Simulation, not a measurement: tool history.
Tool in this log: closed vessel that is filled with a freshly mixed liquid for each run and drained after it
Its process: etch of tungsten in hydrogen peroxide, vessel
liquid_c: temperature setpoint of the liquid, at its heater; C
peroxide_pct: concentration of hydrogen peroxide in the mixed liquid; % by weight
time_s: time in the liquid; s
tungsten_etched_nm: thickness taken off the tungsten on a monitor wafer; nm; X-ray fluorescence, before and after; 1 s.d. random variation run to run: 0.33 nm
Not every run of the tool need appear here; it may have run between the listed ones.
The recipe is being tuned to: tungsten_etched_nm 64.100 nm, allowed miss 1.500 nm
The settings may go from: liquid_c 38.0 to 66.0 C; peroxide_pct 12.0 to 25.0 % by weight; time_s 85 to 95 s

run    day  liquid_c  peroxide_pct  time_s  tungsten_etched_nm
  1  0.000      54.0          17.0      85             109.900
  2  0.217      54.0          17.0      85             111.460
  3  0.308      54.0          17.0      95             123.910
  4  0.450      52.5          17.0      95             113.260
  5  0.704      51.5          17.0      95             106.120
  6  1.012      50.5          17.0      95              99.567
  7  1.175      49.5          17.0      95              95.138
  8  1.271      48.5          17.0      95              89.484
  9  1.433      42.0          17.0      95              59.511
 10  1.633      42.5          17.0      95              61.303

Consider the 4 candidate settings below. Which is the only one whose results all fall within their allowed miss of target?
  A  1.833      44.5          16.0      95                   ?
  B  1.833      45.5          16.0      90                   ?
  C  1.833      45.0          15.5      95                   ?
  D  1.833      44.0          15.5      95                   ?

move  tungsten_etched_nm
   A              67.549
   B              68.159
   C              68.618
   D              64.412
A: moves the result that the last run missed by most past its target, out the other side
B: moves the result that the last run missed by most past its target, out the other side
C: moves the result that the last run missed by most past its target, out the other side
D: all results land within tolerance of their targets
D is the move that brings every result within its allowed miss.

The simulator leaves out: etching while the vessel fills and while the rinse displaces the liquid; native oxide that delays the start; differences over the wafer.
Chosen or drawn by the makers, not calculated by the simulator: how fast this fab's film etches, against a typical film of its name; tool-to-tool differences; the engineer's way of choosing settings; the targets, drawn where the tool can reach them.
